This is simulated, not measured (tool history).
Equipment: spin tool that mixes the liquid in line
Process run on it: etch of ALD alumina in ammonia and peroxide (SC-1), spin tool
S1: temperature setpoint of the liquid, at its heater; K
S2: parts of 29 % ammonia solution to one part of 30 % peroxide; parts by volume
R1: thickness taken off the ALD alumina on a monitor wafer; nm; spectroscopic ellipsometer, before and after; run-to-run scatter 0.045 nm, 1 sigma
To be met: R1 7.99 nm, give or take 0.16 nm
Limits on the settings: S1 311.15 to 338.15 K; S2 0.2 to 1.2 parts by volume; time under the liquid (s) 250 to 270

Run 1, hour 0: S1 322.15 K, S2 0.9 parts by volume, time under the liquid (s) 250. Result: R1 14.77 nm.
Run 2, hour 3.9: S1 322.15 K, S2 0.9 parts by volume, time under the liquid (s) 250. Result: R1 14.825 nm.
Run 3, hour 7: S1 318.65 K, S2 0.9 parts by volume, time under the liquid (s) 250. Result: R1 12.21 nm.
Run 4, hour 10.4: S1 323.65 K, S2 0.9 parts by volume, time under the liquid (s) 250. Result: R1 16.087 nm.
Run 5, hour 18.7: S1 320.15 K, S2 0.9 parts by volume, time under the liquid (s) 250. Result: R1 13.243 nm.
Run 6, hour 23.3: S1 320.15 K, S2 0.9 parts by volume, time under the liquid (s) 250. Result: R1 13.39 nm.
Run 7, hour 25.2: S1 317.65 K, S2 0.8 parts by volume, time under the liquid (s) 250. Result: R1 11.36 nm.
Run 8, hour 33.3: S1 315.65 K, S2 0.8 parts by volume, time under the liquid (s) 250. Result: R1 10.194 nm.
Run 9, hour 38.4: S1 314.15 K, S2 0.8 parts by volume, time under the liquid (s) 250. Result: R1 9.2411 nm.
Run 10, hour 45.5: S1 311.15 K, S2 0.8 parts by volume, time under the liquid (s) 250. Result: R1 7.833 nm.

Of the 4 settings listed for the next run, only one would bring every result within its allowed miss of target. Which one?
Run A, hour 52.6: S1 311.15 K, S2 0.65 parts by volume, time under the liquid (s) 260. Result: R1 ?.
Run B, hour 52.6: S1 311.15 K, S2 0.75 parts by volume, time under the liquid (s) 250. Result: R1 ?.
Run C, hour 52.6: S1 311.15 K, S2 0.7 parts by volume, time under the liquid (s) 250. Result: R1 ?.
Run D, hour 52.6: S1 311.15 K, S2 0.55 parts by volume, time under the liquid (s) 250. Result: R1 ?.

move      R1
   A  7.9335
   B  7.7337
   C  7.6827
   D  7.5072
A: all results in spec
B: further off than the last run
C: further off than the last run
D: further off than the last run
The right move is A.
